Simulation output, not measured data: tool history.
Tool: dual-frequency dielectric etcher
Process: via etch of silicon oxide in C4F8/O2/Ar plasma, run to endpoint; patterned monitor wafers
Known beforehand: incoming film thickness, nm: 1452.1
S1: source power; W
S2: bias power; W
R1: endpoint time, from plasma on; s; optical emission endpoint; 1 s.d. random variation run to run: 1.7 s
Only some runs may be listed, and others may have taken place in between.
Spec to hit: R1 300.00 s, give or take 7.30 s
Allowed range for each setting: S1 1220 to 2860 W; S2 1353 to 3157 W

run  hour    S1    S2      R1
  1   0.0  2040  2255  263.86
  2   1.6  1950  2225  268.78
  3   2.8  1870  2195  272.75
  4   5.1  1870  2419  260.37
  5   9.9  2140  2419  255.84
  6  16.8  2050  2305  261.85
  7  22.5  1970  2226  266.57
  8  31.0  1890  2155  273.08
  9  36.7  1830  2106  274.43
 10  38.6  1770  2037  279.73
 11  43.0  1770  2037  278.50
 12  48.6  1720  1980  285.66
 13  50.2  1680  1958  287.07
 14  55.8  1650  1937  289.81
 15  57.9  1620  1922  291.01

Pick the move, out of 5, that brings all results within their allowed miss; only one does.
  A  60.0  1340  2312   ?
  B  60.0  1700  2094   ?
  C  60.0  1710  2251   ?
  D  60.0  1620  2144   ?
  E  60.0  1450  1847   ?

move      R1
   A  286.83
   B  281.18
   C  274.73
   D  282.17
   E  302.13
A: further off than the last run
B: further off than the last run
C: further off than the last run
D: further off than the last run
E: all results land within tolerance of their targets
Answer: E

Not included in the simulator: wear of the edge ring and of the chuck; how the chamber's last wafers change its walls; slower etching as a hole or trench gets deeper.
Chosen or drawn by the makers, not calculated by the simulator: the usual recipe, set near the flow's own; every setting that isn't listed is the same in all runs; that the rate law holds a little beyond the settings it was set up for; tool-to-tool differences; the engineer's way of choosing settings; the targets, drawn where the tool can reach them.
